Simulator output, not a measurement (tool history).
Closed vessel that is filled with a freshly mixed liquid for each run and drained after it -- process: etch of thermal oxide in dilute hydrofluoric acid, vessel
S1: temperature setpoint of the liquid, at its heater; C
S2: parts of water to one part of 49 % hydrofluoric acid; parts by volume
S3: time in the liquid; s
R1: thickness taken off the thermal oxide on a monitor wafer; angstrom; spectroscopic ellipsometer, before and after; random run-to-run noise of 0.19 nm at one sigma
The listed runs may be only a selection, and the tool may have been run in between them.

run	hour	S1	S2	S3	R1
1	0	23	45	205	186.57
2	3.5	24.5	45	205	198.42
3	9.6	27	45	205	220.83
4	11.2	28.5	45	205	234.04
5	20.1	28.5	45	160	184.04
6	22.4	28.5	45	160	182.66
# hour 27.6: thermometer replaced
7	27.6	29	40	160	224.84

Run 8 is up next; what results do you expect?
8	33.5	29.5	40	160	?

{"run 8": {"R1": 227.23}}
